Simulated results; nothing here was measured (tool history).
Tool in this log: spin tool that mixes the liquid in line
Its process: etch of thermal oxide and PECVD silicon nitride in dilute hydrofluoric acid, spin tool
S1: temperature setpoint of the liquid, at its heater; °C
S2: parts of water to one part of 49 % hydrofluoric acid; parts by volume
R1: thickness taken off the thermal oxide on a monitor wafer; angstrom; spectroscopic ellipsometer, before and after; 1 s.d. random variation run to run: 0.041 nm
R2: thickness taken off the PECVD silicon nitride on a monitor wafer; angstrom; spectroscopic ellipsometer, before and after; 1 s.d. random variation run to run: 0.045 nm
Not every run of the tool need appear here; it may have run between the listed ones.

run 1 hour=0.0 | S1=20 S2=65 time_under_the_liquid_(s)=180 | R1=121.410 R2=79.647
run 2 hour=1.7 | S1=20 S2=80 time_under_the_liquid_(s)=180 | R1=97.089 R2=65.252
run 3 hour=5.5 | S1=20 S2=80 time_under_the_liquid_(s)=140 | R1=74.618 R2=49.885
run 4 hour=11.0 | S1=20 S2=70 time_under_the_liquid_(s)=140 | R1=85.982 R2=56.937
run 5 hour=16.4 | S1=19 S2=65 time_under_the_liquid_(s)=140 | R1=89.608 R2=56.548
run 6 hour=22.8 | S1=19 S2=65 time_under_the_liquid_(s)=75 | R1=47.709 R2=30.950

What will run 7 give?
run 7 hour=25.1 | S1=19 S2=50 time_under_the_liquid_(s)=75 | R1=? R2=?

R1: 63.794 angstrom
R2: 39.536 angstrom
